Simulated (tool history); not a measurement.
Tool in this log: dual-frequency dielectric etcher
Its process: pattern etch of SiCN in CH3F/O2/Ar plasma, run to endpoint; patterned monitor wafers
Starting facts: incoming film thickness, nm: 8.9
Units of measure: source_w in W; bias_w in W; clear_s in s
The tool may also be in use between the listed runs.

run  hour  source_w  bias_w  clear_s
  1     0       520      60   19.754
  2   8.5       570      63    18.79
  3  12.6       570      59   19.253
  4  16.1       500      59   20.283
  5  17.1       550      63   19.246
  6    19       550      69   18.849
  7  22.9       590      71   18.365

Estimate the outcome of run 8 from the log above:
  8  29.1       630      74        ?

clear_s: 17.447 s

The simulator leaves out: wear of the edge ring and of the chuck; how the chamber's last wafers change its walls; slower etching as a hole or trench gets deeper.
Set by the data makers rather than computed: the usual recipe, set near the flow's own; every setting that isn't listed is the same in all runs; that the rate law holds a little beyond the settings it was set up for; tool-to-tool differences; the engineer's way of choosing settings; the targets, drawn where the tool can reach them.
